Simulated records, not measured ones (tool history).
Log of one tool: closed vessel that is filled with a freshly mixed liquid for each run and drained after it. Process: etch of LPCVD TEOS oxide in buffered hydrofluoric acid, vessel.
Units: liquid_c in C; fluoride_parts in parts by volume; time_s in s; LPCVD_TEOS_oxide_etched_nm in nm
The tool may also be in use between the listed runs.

| run | hour | liquid_c | fluoride_parts | time_s | LPCVD_TEOS_oxide_etched_nm |
|---|---|---|---|---|---|
| 1 | 0.0 | 22.0 | 12.5 | 85 | 177.31 |
| 2 | 3.8 | 21.5 | 12.5 | 85 | 172.35 |
| 3 | 7.7 | 21.5 | 16.0 | 85 | 135.71 |
| 4 | 15.3 | 21.5 | 16.0 | 85 | 134.95 |
| 5 | 19.8 | 21.5 | 19.0 | 85 | 114.48 |
| 6 | 20.9 | 21.5 | 20.5 | 85 | 106.95 |

Forecast run 7:
| 7 | 22.0 | 22.5 | 20.5 | 85 | ? |

{"run 7": {"LPCVD_TEOS_oxide_etched_nm": 112.76}}
